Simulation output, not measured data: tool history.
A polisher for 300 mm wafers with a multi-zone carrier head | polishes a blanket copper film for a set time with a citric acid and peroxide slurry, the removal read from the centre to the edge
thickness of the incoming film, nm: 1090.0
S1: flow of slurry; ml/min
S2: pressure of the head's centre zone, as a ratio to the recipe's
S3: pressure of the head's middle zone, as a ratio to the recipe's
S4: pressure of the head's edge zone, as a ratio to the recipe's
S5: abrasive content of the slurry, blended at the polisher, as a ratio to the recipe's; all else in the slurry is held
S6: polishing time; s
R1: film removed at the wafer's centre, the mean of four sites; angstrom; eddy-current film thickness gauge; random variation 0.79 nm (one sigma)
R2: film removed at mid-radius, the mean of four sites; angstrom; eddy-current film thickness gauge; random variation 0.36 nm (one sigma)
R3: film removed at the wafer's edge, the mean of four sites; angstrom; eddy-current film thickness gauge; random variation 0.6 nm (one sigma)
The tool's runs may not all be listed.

run,hour,S1,S2,S3,S4,S5,S6,R1,R2,R3
1,0.0,165,1.00,1.00,1.00,1.00,34,893.53,941.68,944.12
2,3.6,155,1.02,0.97,1.00,0.90,33,867.29,848.50,870.31
3,10.6,155,1.02,0.89,1.00,0.90,33,849.89,788.72,875.59
4,17.2,155,1.02,0.89,1.00,0.80,33,815.13,767.75,850.33
5,19.1,145,1.03,0.88,1.00,0.75,32,785.90,716.01,809.75
6,22.5,145,1.10,0.88,1.00,0.75,32,849.70,720.46,802.32
7,24.7,140,1.10,0.87,1.00,0.70,32,806.61,692.08,786.48

Run 8 comes next. What will it give?
8,31.0,135,1.11,0.86,0.99,0.65,32,?,?,?

R1: 790.96 angstrom
R2: 679.33 angstrom
R3: 765.99 angstrom
